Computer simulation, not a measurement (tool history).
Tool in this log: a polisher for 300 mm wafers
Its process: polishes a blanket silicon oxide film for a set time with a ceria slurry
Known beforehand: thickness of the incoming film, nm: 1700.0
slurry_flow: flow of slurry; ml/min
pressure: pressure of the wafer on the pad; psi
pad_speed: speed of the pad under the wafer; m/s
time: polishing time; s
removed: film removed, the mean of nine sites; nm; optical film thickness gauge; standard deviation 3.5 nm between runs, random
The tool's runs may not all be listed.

run	day	slurry_flow	pressure	pad_speed	time	removed
1	0	230	3.7	0.84	54	189.58
2	0.317	230	4.2	0.84	54	214.35
3	0.588	230	4.2	0.96	54	242.97
4	0.788	190	4.2	0.96	54	233.56
5	0.912	190	4.2	0.76	54	187.35
6	1.25	190	4.8	0.76	54	215.63
7	1.458	205	5.1	0.76	54	234.04

What does the tool deliver on the next run?
8	1.758	215	5.3	0.76	54	?

removed: 240.5 nm
